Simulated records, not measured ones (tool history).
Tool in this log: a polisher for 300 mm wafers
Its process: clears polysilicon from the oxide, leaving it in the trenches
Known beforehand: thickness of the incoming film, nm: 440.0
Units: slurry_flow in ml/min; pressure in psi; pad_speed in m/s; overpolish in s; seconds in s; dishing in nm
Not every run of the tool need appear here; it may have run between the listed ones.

run,hour,slurry_flow,pressure,pad_speed,overpolish,seconds,dishing
1,0.0,290,2.3,1.00,13,40.692,65.925
2,4.0,255,2.3,1.00,13,42.691,62.821
3,8.8,240,2.1,0.96,11,49.186,55.817
4,14.9,240,2.1,0.96,16,47.629,65.894
5,19.5,230,1.9,0.94,14,55.225,59.318
6,26.8,230,2.2,0.94,14,47.622,62.362
# hour 31.5: worn pad replaced by a new one
7,31.5,220,2.0,0.94,12,47.494,57.597
8,38.3,210,1.8,0.86,10,55.667,48.749
9,40.0,205,1.7,0.78,9,63.750,41.768

What will run 10 give?
10,44.8,200,1.7,0.72,8,?,?

seconds: 65.478 s
dishing: 36.499 nm
